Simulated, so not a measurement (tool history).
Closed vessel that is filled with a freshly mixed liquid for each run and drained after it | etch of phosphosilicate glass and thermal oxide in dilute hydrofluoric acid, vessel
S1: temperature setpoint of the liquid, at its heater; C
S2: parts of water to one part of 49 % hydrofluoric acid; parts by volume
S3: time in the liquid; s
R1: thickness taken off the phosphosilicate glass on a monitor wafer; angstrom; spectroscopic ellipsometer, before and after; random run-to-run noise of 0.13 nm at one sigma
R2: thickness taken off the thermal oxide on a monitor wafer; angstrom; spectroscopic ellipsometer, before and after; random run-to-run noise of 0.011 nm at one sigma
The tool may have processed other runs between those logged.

{"run": 1, "hour": 0.0, "S1": 21.0, "S2": 145, "S3": 90, "R1": 361.84, "R2": 22.677}
{"run": 2, "hour": 1.5, "S1": 21.0, "S2": 145, "S3": 70, "R1": 282.79, "R2": 17.938}
{"run": 3, "hour": 5.2, "S1": 20.0, "S2": 150, "S3": 70, "R1": 256.52, "R2": 16.383}
{"run": 4, "hour": 11.6, "S1": 19.5, "S2": 155, "S3": 70, "R1": 244.66, "R2": 15.453}
{"run": 5, "hour": 17.5, "S1": 19.0, "S2": 160, "S3": 70, "R1": 230.55, "R2": 14.534}
{"run": 6, "hour": 20.4, "S1": 19.0, "S2": 130, "S3": 70, "R1": 299.07, "R2": 18.297}
{"run": 7, "hour": 26.3, "S1": 18.5, "S2": 140, "S3": 70, "R1": 267.2, "R2": 16.783}

The next listed run, before its measurement:
{"run": 8, "hour": 28.3, "S1": 18.0, "S2": 145, "S3": 70, "R1": "?", "R2": "?"}

{"run 8": {"R1": 247.21, "R2": 15.797}}
